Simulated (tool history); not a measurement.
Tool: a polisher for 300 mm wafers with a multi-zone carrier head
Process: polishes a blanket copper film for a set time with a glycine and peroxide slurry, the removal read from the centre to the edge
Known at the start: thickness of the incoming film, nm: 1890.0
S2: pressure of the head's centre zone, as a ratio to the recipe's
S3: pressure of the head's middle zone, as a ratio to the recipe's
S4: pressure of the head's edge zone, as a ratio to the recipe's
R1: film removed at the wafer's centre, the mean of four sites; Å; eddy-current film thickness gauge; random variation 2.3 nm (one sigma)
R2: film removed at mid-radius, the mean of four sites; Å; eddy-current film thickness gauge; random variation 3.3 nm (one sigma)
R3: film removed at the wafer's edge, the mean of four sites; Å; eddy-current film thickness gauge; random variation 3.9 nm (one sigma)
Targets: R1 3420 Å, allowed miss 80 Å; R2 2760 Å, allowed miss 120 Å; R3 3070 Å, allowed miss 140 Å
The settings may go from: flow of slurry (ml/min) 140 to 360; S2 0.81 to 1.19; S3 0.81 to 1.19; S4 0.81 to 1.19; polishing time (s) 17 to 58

run 1 day=0 | flow_of_slurry_(ml/min)=230 S2=1 S3=1 S4=1 polishing_time_(s)=37 | R1=2893.5 R2=2741.9 R3=2639.3
run 2 day=0.208 | flow_of_slurry_(ml/min)=230 S2=1 S3=1 S4=1.08 polishing_time_(s)=37 | R1=2886.8 R2=2851.3 R3=2711.3
run 3 day=0.338 | flow_of_slurry_(ml/min)=230 S2=1 S3=1 S4=1.08 polishing_time_(s)=28 | R1=2185.4 R2=2132.6 R3=2114.8
run 4 day=0.542 | flow_of_slurry_(ml/min)=235 S2=1.02 S3=0.96 S4=1.1 polishing_time_(s)=31 | R1=2484.3 R2=2325.5 R3=2338
run 5 day=0.758 | flow_of_slurry_(ml/min)=235 S2=0.99 S3=0.96 S4=1.1 polishing_time_(s)=31 | R1=2378.4 R2=2305 R3=2323.5
run 6 day=1.071 | flow_of_slurry_(ml/min)=235 S2=0.99 S3=0.96 S4=1.1 polishing_time_(s)=25 | R1=1939.8 R2=1843.8 R3=1904.7
run 7 day=1.379 | flow_of_slurry_(ml/min)=225 S2=1.02 S3=0.93 S4=1.12 polishing_time_(s)=28 | R1=2205.3 R2=1980.4 R3=2140.8
run 8 day=1.429 | flow_of_slurry_(ml/min)=215 S2=1.05 S3=0.93 S4=1.14 polishing_time_(s)=31 | R1=2501 R2=2193.7 R3=2368.8
run 9 day=1.488 | flow_of_slurry_(ml/min)=210 S2=1.07 S3=0.93 S4=1.15 polishing_time_(s)=33 | R1=2715 R2=2324.9 R3=2530.2
run 10 day=1.838 | flow_of_slurry_(ml/min)=230 S2=1.13 S3=0.93 S4=1.19 polishing_time_(s)=40 | R1=3557.6 R2=2870.9 R3=3168.5
run 11 day=1.967 | flow_of_slurry_(ml/min)=225 S2=1.13 S3=0.93 S4=1.18 polishing_time_(s)=40 | R1=3532.1 R2=2862 R3=3118.1
run 12 day=2.175 | flow_of_slurry_(ml/min)=220 S2=1.13 S3=0.92 S4=1.18 polishing_time_(s)=40 | R1=3520 R2=2811.2 R3=3088.2

4 next moves are on the table. One of them brings every result within its allowed miss. Which?
run A day=2.383 | flow_of_slurry_(ml/min)=215 S2=1.14 S3=0.88 S4=1.19 polishing_time_(s)=41 | R1=? R2=? R3=?
run B day=2.383 | flow_of_slurry_(ml/min)=230 S2=0.96 S3=0.81 S4=1.19 polishing_time_(s)=44 | R1=? R2=? R3=?
run C day=2.383 | flow_of_slurry_(ml/min)=280 S2=1.12 S3=0.92 S4=1.19 polishing_time_(s)=38 | R1=? R2=? R3=?
run D day=2.383 | flow_of_slurry_(ml/min)=235 S2=1.13 S3=0.84 S4=1.19 polishing_time_(s)=39 | R1=? R2=? R3=?

move=A R1=3600.1 R2=2704.6 R3=3208.9
move=B R1=3285.7 R2=2740.9 R3=3472.2
move=C R1=3406.2 R2=2691.6 R3=3050.4
move=D R1=3441.9 R2=2507.8 R3=3083.3
A: further off than the last run
B: takes the result that was furthest off past its target
C: meets every target
D: brings the result that was furthest off to its target, and leaves another outside
Move C is the one to make.
